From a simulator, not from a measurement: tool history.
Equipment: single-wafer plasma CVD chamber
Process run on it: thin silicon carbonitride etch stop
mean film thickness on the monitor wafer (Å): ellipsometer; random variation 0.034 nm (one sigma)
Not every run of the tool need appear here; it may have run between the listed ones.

| run | hour | RF power (kW) | deposition time (s) | mean film thickness on the monitor wafer (Å) |
|---|---|---|---|---|
| 1 | 0 | 0.155 | 12.7 | 67.162 |
| 2 | 6 | 0.165 | 13.6 | 73.15 |
| 3 | 7.3 | 0.155 | 13.6 | 72.203 |
| 4 | 11.6 | 0.16 | 14.3 | 76.709 |
| 5 | 16.3 | 0.15 | 14.3 | 74.421 |
| 6 | 20.8 | 0.15 | 13.5 | 70.779 |
| 7 | 25.3 | 0.15 | 13.5 | 70.474 |

Run 8 has not been measured yet. What should we expect?
| 8 | 32.8 | 0.16 | 14.2 | ? |

{"run 8": {"mean film thickness on the monitor wafer (Å)": 75.885}}
